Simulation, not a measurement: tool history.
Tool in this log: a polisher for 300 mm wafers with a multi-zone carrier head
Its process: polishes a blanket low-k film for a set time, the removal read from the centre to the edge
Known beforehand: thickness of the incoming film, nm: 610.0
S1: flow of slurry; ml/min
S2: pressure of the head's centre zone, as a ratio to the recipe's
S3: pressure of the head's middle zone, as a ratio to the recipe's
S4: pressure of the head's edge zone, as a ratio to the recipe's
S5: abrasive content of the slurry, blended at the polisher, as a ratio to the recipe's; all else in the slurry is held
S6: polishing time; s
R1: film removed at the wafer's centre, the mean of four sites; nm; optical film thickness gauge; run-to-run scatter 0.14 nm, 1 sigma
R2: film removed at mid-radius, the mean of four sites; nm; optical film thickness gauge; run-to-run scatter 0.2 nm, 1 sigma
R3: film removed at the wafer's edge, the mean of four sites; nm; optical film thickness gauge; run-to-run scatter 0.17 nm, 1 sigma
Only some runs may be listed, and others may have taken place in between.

run	hour	S1	S2	S3	S4	S5	S6	R1	R2	R3
1	0	185	1	1	1	1	35	13.252	13.752	13.695
2	5.3	185	1	1	0.92	1	35	12.953	14.059	12.977
3	7.8	200	1.04	0.99	0.93	1	35	13.793	13.737	13.441
4	8.4	215	1.07	1	0.91	1	35	14.227	14.08	13.368
5	9.1	215	1.07	1	0.91	0.8	35	12.652	12.524	11.735
6	16.4	215	1.07	1	0.91	0.9	35	13.561	13.072	12.635

The next listed run, before its measurement:
7	18.8	225	1.1	1.02	0.92	0.9	35	?	?	?

Run 7 yielded R1 14.015 nm, R2 13.733 nm, R3 12.91 nm.

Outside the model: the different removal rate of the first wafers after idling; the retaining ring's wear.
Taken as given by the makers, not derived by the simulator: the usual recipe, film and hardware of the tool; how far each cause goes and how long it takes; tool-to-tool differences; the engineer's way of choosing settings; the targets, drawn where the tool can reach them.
